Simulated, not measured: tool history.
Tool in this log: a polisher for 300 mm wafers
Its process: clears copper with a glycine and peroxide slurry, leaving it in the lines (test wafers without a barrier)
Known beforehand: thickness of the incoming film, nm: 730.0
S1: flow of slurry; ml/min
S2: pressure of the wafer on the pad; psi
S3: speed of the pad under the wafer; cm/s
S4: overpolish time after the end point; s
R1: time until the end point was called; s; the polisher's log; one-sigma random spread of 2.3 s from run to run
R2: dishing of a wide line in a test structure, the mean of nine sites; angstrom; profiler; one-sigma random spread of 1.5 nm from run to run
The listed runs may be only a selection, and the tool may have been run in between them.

run	hour	S1	S2	S3	S4	R1	R2
1	0	195	2.7	124	26	127.19	797.98
2	4.6	195	2.5	124	27	136.87	802
3	11.6	195	2.4	124	27	134.76	751.84
4	16.3	195	2.9	124	27	120.12	879.31
5	18.5	195	3.4	124	27	104.95	974.76
6	24	210	3.4	124	27	103.92	959.44
7	32.5	210	3.1	122	27	114.58	921.61
8	36.8	210	2.9	120	27	120.22	868.74
9	42.6	210	2.9	120	27	120.18	877.22
10	47.8	200	2.2	114	29	157.35	727.65
11	50.6	195	2.1	114	29	163.22	746.31

What does the tool deliver on the next run?
12	54.9	190	2	114	29	?	?

R1: 172.44 s
R2: 708.37 angstrom
